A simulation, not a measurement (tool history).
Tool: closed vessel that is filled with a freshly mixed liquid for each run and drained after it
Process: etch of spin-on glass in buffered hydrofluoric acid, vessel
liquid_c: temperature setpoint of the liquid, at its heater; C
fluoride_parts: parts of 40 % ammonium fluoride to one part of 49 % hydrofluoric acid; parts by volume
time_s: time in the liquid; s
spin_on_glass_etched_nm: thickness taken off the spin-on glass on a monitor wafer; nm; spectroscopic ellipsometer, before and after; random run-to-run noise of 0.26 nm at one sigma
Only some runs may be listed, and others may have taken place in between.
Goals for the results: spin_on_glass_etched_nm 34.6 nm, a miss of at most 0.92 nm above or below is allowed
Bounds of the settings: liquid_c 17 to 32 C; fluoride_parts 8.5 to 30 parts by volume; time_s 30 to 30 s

| run | hour | liquid_c | fluoride_parts | time_s | spin_on_glass_etched_nm |
|---|---|---|---|---|---|
| 1 | 0 | 25 | 23 | 30 | 53.775 |
| 2 | 5.2 | 23.5 | 23 | 30 | 49.625 |
| 3 | 13.7 | 22.5 | 23 | 30 | 47.284 |
| 4 | 15.3 | 26 | 23 | 30 | 56.851 |
| 5 | 19.5 | 26 | 17.5 | 30 | 71.811 |
| 6 | 26.2 | 24 | 17.5 | 30 | 64.392 |
| 7 | 27.1 | 22.5 | 18.5 | 30 | 56.105 |
| 8 | 35.7 | 21.5 | 19.5 | 30 | 50.261 |
| 9 | 42.5 | 20.5 | 20 | 30 | 46.695 |
| 10 | 44.7 | 20 | 20.5 | 30 | 44.87 |
| 11 | 53.2 | 19.5 | 21 | 30 | 42.449 |
| 12 | 60.4 | 19 | 21.5 | 30 | 40.841 |
| 13 | 61.5 | 18.5 | 22 | 30 | 38.924 |
| 14 | 63.4 | 18 | 22 | 30 | 37.975 |
| 15 | 64.3 | 17.5 | 22.5 | 30 | 36.563 |

4 candidate next runs follow, results not yet known. Just one meets every target within its allowed miss. Identify it.
| A | 65.2 | 17.5 | 22 | 30 | ? |
| B | 65.2 | 17 | 23 | 30 | ? |
| C | 65.2 | 18 | 23.5 | 30 | ? |
| D | 65.2 | 20 | 26 | 30 | ? |

| move | spin_on_glass_etched_nm |
|---|---|
| A | 36.673 |
| B | 34.56 |
| C | 36.052 |
| D | 37.647 |
A: moves away from the targets compared with the last run
B: each result inside its tolerance
C: moves toward the targets from the last run without getting all of them in spec
D: moves away from the targets compared with the last run
Answer: B
